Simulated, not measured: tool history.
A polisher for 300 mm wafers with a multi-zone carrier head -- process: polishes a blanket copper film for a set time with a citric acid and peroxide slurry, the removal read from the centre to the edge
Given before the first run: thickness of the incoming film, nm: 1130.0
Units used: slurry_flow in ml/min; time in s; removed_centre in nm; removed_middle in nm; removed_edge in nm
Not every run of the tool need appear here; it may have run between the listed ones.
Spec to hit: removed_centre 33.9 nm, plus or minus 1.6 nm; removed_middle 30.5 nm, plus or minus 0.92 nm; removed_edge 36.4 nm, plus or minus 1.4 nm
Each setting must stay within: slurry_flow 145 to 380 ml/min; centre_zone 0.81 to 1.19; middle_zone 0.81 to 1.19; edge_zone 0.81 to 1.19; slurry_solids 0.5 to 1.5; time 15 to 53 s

run,hour,slurry_flow,centre_zone,middle_zone,edge_zone,slurry_solids,time,removed_centre,removed_middle,removed_edge
1,0,245,1,1,1,1,34,67.537,64.96,67.192
2,7.2,245,1,1.04,1,1,34,66.406,67.649,68.272
3,8.8,245,1,1.11,1,1,34,66.465,71.17,66.317
4,9.8,245,0.96,1.11,1,1,34,63.663,71.93,66.862
5,11.3,245,0.96,1.11,1,1,28,51.437,58.377,55.43
6,18.2,245,0.96,1.11,0.96,1,28,51.618,58.539,53.691
7,20.9,240,0.96,1.06,0.95,0.9,26,46.695,50.713,48.06
8,25.4,230,0.95,1.01,0.96,0.8,25,42.568,45.137,45.296
9,28.5,225,0.95,0.97,0.96,0.75,24,39.328,40.46,41.887
10,37.3,215,0.95,0.94,0.96,0.7,24,38.8,38.639,41.203
11,43.1,210,0.95,0.92,0.96,0.65,24,37.274,36.91,40.537
12,44.7,205,0.95,0.9,0.95,0.65,24,37.753,36.582,39.961
13,51.9,200,0.95,0.88,0.95,0.6,24,35.463,34.739,38.781
14,57.3,195,0.96,0.87,0.95,0.6,24,36.337,33.657,39.103
15,58.3,190,0.96,0.86,0.94,0.6,24,36.795,33.86,38.481
16,62.8,185,0.96,0.85,0.94,0.6,24,37.53,32.333,38.31
17,65,180,0.95,0.85,0.94,0.6,24,35.549,32.951,38.748
18,72.7,180,0.95,0.84,0.93,0.6,24,35.535,32.705,38.216
19,81,175,0.95,0.83,0.93,0.6,24,34.238,32.082,37.903
20,85.6,170,0.95,0.83,0.93,0.6,24,35.154,32.129,37.35

Consider the 5 candidate settings below. Which is the only one whose results all fall within their allowed miss of target?
A,90.2,145,1.13,0.86,0.81,0.55,24,?,?,?
B,90.2,160,1,0.81,0.94,0.7,23,?,?,?
C,90.2,170,0.92,0.81,0.87,0.5,25,?,?,?
D,90.2,205,0.91,1,0.91,0.55,21,?,?,?
E,90.2,145,0.94,0.9,0.89,0.7,23,?,?,?

move,removed_centre,removed_middle,removed_edge
A,38.794,30.477,33.355
B,36.412,30.741,37.553
C,33.1,30.363,35.65
D,29.557,32.478,32.305
E,33.349,32.766,35.97
A: puts the biggest miss on target and leaves a different result outside tolerance
B: puts the biggest miss on target and leaves a different result outside tolerance
C: every result lands within tolerance
D: the biggest miss grows against the last run
E: the biggest miss grows against the last run
So the answer is move C, the one that meets all the targets.
